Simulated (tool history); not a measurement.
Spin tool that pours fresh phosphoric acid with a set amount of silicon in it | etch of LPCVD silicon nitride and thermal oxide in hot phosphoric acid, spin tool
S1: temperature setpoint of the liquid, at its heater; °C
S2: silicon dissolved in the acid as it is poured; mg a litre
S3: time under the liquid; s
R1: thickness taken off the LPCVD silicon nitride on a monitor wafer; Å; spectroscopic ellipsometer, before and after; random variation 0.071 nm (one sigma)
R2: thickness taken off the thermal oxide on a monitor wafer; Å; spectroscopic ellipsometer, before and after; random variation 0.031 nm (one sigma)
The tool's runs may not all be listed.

run,hour,S1,S2,S3,R1,R2
1,0.0,163.0,8.0,180,187.96,5.2714
2,1.6,163.0,8.0,250,262.22,6.8633
3,5.8,162.5,6.5,245,250.97,7.2339
4,7.1,162.5,11.0,245,252.74,6.8680
5,8.2,162.0,11.0,245,248.15,6.2772
6,14.4,163.0,11.0,245,255.36,7.0977

Run 7 comes next. What will it give?
7,15.6,163.0,11.0,240,?,?

R1: 249.76 Å
R2: 6.6106 Å
